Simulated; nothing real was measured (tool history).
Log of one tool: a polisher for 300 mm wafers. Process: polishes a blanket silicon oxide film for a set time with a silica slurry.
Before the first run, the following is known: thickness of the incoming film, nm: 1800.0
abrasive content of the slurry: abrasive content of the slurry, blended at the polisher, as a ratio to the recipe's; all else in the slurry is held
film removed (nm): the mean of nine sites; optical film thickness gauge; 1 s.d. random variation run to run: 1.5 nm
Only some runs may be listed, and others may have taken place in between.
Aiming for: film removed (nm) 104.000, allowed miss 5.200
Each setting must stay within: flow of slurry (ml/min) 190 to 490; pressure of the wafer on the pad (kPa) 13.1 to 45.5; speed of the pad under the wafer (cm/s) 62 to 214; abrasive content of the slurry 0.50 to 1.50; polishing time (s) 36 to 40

run,hour,flow of slurry (ml/min),pressure of the wafer on the pad (kPa),speed of the pad under the wafer (cm/s),abrasive content of the slurry,polishing time (s),film removed (nm)
1,0.0,315,29.0,138,1.00,40,173.560
2,1.0,315,29.0,138,1.00,40,178.330
3,1.8,315,29.0,168,1.00,40,193.250
4,10.6,315,26.2,164,1.00,40,179.970
5,19.4,315,24.1,156,1.00,40,157.520
6,26.7,315,22.1,154,1.00,40,145.210
7,32.7,315,20.7,154,1.00,40,134.620
# hour 33.7: head pressure recalibrated
8,33.7,315,19.3,154,1.00,40,121.400
9,42.0,315,18.6,154,1.00,40,117.000
10,48.3,315,18.6,154,1.00,40,115.660
11,51.9,315,17.9,154,1.00,40,113.900

Which single option among these 5 for the next run brings every result within its allowed miss of target? Just one does.
A,55.5,350,16.5,204,1.30,39,?
B,55.5,330,14.5,164,1.05,37,?
C,55.5,285,17.9,160,1.00,40,?
D,55.5,315,17.9,158,1.00,36,?
E,55.5,350,20.0,158,1.20,40,?

move,film removed (nm)
A,134.000
B,87.752
C,110.600
D,99.443
E,132.570
A: lands further from the targets than the last run did
B: takes the result that was furthest off past its target
C: nearer the targets than the last run, but a result is still out of spec
D: every result within its allowed miss
E: lands further from the targets than the last run did
Move D is the one to make.
